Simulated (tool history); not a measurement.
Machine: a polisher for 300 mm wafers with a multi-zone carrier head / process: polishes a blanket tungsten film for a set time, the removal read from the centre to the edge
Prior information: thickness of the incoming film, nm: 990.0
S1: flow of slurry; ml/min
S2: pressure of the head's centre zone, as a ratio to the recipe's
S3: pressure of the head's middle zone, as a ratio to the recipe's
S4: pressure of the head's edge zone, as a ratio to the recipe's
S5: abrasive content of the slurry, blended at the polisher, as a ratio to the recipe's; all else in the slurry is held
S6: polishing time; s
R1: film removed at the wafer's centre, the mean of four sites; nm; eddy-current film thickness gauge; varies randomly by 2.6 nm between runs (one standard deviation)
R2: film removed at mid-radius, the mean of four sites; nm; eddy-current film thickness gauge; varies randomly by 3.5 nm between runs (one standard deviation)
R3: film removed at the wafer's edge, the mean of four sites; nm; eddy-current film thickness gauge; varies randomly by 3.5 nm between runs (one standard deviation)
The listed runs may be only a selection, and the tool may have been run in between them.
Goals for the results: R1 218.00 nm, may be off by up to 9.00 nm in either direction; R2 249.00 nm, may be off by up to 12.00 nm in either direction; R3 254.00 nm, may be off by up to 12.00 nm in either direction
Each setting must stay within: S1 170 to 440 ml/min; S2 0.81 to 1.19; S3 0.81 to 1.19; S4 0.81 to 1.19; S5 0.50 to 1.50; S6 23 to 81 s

run	hour	S1	S2	S3	S4	S5	S6	R1	R2	R3
1	0.0	280	1.00	1.00	1.00	1.00	52	302.06	301.32	298.52
2	5.0	280	1.06	1.00	1.00	1.00	52	319.31	298.91	301.34
3	8.0	270	0.99	0.99	1.01	0.85	51	283.06	276.99	286.88
4	16.4	270	0.99	0.91	1.01	0.85	51	282.14	269.37	287.58
5	22.4	270	0.99	0.91	1.01	1.00	51	291.41	276.06	304.96
6	25.1	270	0.94	0.92	1.00	0.90	50	263.78	271.27	277.35
7	33.3	265	0.91	0.90	1.01	0.85	50	253.63	263.90	279.13
8	33.9	260	0.88	0.89	1.00	0.80	50	241.00	259.15	273.69
# hour 39.6: slurry nozzle cleaned
9	39.6	260	0.86	0.89	0.99	0.75	50	242.31	258.35	283.07

Which of these 4 next moves meets every target?
A	45.3	235	1.05	1.06	1.03	1.15	40	?	?	?
B	45.3	300	0.85	0.95	0.98	1.10	42	?	?	?
C	45.3	275	1.13	1.11	0.81	1.45	39	?	?	?
D	45.3	215	0.81	0.81	1.12	0.50	57	?	?	?

move	R1	R2	R3
A	252.52	242.86	245.83
B	217.62	245.18	254.25
C	283.15	258.46	227.75
D	234.62	258.93	311.36
A: moves away from the targets compared with the last run
B: all results in spec
C: moves away from the targets compared with the last run
D: moves away from the targets compared with the last run
The move that meets every target is B.
